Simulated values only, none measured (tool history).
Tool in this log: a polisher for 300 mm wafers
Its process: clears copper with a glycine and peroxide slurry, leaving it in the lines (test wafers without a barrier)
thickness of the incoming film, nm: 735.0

| run | hour | flow of slurry (ml/min) | pressure of the wafer on the pad (kPa) | speed of the pad under the wafer (m/s) | overpolish time after the end point (s) | time until the end point was called (s) | dishing of a wide line in a test structure (Å) |
|---|---|---|---|---|---|---|---|
| 1 | 0.0 | 155 | 22.8 | 0.84 | 29 | 138.95 | 760.99 |
| 2 | 6.0 | 160 | 24.1 | 0.84 | 28 | 133.18 | 764.30 |
| 3 | 7.0 | 160 | 25.5 | 0.84 | 27 | 127.90 | 771.41 |
| 4 | 13.2 | 185 | 25.5 | 0.84 | 27 | 125.81 | 798.85 |
| 5 | 15.4 | 185 | 25.5 | 0.84 | 22 | 125.49 | 709.86 |
| 6 | 19.3 | 185 | 25.5 | 0.84 | 30 | 124.20 | 856.97 |
| 7 | 23.3 | 185 | 26.9 | 0.84 | 29 | 117.46 | 862.45 |

Run 8 comes next. What will it give?
| 8 | 28.8 | 185 | 27.6 | 0.84 | 28 | ? | ? |

{"run 8": {"time until the end point was called (s)": 117.86, "dishing of a wide line in a test structure (Å)": 843.91}}
